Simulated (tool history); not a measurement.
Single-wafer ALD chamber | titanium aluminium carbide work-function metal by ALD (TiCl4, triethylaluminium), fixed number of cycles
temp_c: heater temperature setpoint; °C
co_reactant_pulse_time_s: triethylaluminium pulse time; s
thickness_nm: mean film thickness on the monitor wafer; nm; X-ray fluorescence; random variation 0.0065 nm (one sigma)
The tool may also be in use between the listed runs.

run    day  temp_c  co_reactant_pulse_time_s  thickness_nm
  1      0     310                     13.85        2.1412
  2  0.158     316                     13.85        2.2026
  3  0.517     325                     13.85        2.2933
  4  0.667     325                     17.48        2.3063
  5  0.775     331                     17.48        2.3545
  6  0.838     327                     17.24        2.3187
  7  0.892     323                     17.06         2.279

Run 8 comes next. What will it give?
  8  1.092     320                     16.92             ?

thickness_nm: 2.2497 nm
